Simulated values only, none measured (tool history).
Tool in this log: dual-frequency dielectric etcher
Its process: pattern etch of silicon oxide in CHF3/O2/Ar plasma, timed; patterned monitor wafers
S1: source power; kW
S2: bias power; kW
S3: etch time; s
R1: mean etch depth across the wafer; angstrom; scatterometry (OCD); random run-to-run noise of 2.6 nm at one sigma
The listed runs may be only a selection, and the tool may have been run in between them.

run	day	S1	S2	S3	R1
1	0.000	0.690	0.158	524.0	10378.0
2	0.221	0.690	0.158	546.5	10795.0
3	0.475	0.600	0.158	546.5	10160.0
4	0.758	0.600	0.169	546.5	10365.0
5	0.942	0.550	0.162	543.5	9814.2
6	1.217	0.670	0.162	543.5	10716.0
7	1.467	0.610	0.156	542.0	10093.0

What will run 8 give?
8	1.804	0.560	0.152	541.0	?

{"run 8": {"R1": 9660.0}}

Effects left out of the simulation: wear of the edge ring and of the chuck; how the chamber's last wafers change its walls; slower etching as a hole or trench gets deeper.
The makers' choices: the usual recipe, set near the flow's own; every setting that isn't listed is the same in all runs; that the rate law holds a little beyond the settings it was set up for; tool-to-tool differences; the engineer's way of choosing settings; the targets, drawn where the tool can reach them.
